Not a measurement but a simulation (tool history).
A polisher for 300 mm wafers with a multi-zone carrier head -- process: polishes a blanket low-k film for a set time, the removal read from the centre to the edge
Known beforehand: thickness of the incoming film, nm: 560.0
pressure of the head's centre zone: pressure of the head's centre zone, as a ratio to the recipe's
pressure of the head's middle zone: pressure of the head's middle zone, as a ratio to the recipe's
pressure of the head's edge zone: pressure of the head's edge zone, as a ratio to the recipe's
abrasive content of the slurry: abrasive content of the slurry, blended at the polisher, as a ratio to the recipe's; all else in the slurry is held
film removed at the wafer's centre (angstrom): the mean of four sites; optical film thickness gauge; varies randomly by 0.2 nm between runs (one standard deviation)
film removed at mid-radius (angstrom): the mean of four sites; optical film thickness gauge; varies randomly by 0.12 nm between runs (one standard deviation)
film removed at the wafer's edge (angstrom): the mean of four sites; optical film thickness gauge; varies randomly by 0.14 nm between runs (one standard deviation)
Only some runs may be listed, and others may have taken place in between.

run	day	flow of slurry (ml/min)	pressure of the head's centre zone	pressure of the head's middle zone	pressure of the head's edge zone	abrasive content of the slurry	polishing time (s)	film removed at the wafer's centre (angstrom)	film removed at mid-radius (angstrom)	film removed at the wafer's edge (angstrom)
1	0	285	1	1	1	1	79	228.29	228.19	233.72
2	0.062	285	1	1	1.06	1	79	230.17	226.25	239.06
3	0.4	285	1	1	1.13	1	79	224.68	225.27	246.9
4	0.762	285	1	0.98	1.1	0.95	78	221.86	215.12	232.55
5	1.083	285	1	0.98	1.1	1.05	78	230.25	228.29	250.2
6	1.317	280	0.99	0.96	1.09	0.95	77	209	205.85	228.5
7	1.583	280	0.99	0.96	1.09	0.95	77	213.31	208.35	228.33
# day 1.704: slurry nozzle cleaned
8	1.704	265	1.02	0.86	0.99	0.7	71	175.29	153.16	176.53
9	1.846	260	1.02	0.85	0.97	0.7	71	181.86	152.05	174.1

Run 10, settings as shown, results not yet in. Your forecast:
10	1.954	260	1.01	0.85	0.96	0.7	71	?	?	?

For run 10 the tool returned film removed at the wafer's centre (angstrom) 179.85, film removed at mid-radius (angstrom) 151.99, film removed at the wafer's edge (angstrom) 172.41.
